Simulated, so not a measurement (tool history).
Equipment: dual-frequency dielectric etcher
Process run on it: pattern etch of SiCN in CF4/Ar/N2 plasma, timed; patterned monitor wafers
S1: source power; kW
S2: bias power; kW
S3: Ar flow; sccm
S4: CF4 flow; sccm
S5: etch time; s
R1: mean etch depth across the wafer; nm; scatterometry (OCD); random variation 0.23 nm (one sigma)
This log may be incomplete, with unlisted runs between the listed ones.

run	hour	S1	S2	S3	S4	S5	R1
1	0	0.35	0.053	102	80	69.5	42.047
2	0.8	0.35	0.053	90	80	69.5	42.493
3	8.4	0.35	0.045	90	80	69.5	39.83
4	13.9	0.37	0.045	90	80	69.5	41.236
5	15.9	0.37	0.045	90	80	69.5	41.11
6	20.4	0.39	0.045	90	80	69.5	42.606
7	24.9	0.41	0.046	90	80	69.5	43.884
8	31.2	0.43	0.047	89	81	69.5	45.958
9	36.3	0.44	0.047	89	81	69.5	46.558

Run 10 has not been measured yet. What should we expect?
10	42.5	0.45	0.048	89	81	69.5	?

Run 10 gave R1 47.309 nm.
